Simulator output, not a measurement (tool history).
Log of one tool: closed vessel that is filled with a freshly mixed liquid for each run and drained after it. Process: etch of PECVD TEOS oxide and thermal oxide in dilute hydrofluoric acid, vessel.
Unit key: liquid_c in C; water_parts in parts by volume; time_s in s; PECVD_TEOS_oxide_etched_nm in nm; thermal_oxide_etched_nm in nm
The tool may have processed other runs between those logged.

| run | hour | liquid_c | water_parts | time_s | PECVD_TEOS_oxide_etched_nm | thermal_oxide_etched_nm |
|---|---|---|---|---|---|---|
| 1 | 0 | 22 | 90 | 110 | 14.821 | 5.6651 |
| 2 | 2.1 | 22 | 90 | 70 | 9.4656 | 3.5994 |
| 3 | 5.7 | 23 | 90 | 70 | 10.04 | 3.7569 |
| 4 | 13 | 23 | 90 | 110 | 15.483 | 5.9328 |
| 5 | 18.7 | 23 | 115 | 110 | 11.789 | 4.5018 |
| 6 | 24.6 | 23 | 135 | 110 | 9.964 | 3.7129 |
| 7 | 25.7 | 23.5 | 135 | 110 | 10.084 | 3.8327 |

Estimate the outcome of run 8 from the log above:
| 8 | 31.8 | 24 | 135 | 110 | ? | ? |

Run 8 measured PECVD_TEOS_oxide_etched_nm 10.178 nm, thermal_oxide_etched_nm 3.9062 nm.
